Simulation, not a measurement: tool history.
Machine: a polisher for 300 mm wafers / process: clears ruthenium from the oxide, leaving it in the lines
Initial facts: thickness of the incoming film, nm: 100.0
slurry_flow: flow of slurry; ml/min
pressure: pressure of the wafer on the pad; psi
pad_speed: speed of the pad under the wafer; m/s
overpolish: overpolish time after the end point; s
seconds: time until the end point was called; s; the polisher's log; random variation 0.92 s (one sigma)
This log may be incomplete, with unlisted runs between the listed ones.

run 1 hour=0.0 | slurry_flow=260 pressure=2.1 pad_speed=1.02 overpolish=21 | seconds=79.076
run 2 hour=7.9 | slurry_flow=260 pressure=2.1 pad_speed=1.02 overpolish=21 | seconds=79.139
run 3 hour=13.3 | slurry_flow=205 pressure=2.1 pad_speed=1.02 overpolish=21 | seconds=80.983
run 4 hour=16.5 | slurry_flow=205 pressure=2.1 pad_speed=1.02 overpolish=23 | seconds=82.725
run 5 hour=23.7 | slurry_flow=260 pressure=2.1 pad_speed=1.02 overpolish=23 | seconds=80.162
-- hour=25.4 head pressure recalibrated
run 6 hour=25.4 | slurry_flow=260 pressure=2.0 pad_speed=1.02 overpolish=23 | seconds=86.398
run 7 hour=31.6 | slurry_flow=260 pressure=1.9 pad_speed=1.02 overpolish=23 | seconds=89.779

Estimate the outcome of run 8 from the log above:
run 8 hour=35.3 | slurry_flow=255 pressure=1.7 pad_speed=1.02 overpolish=23 | seconds=?

{"run 8": {"seconds": 99.27}}
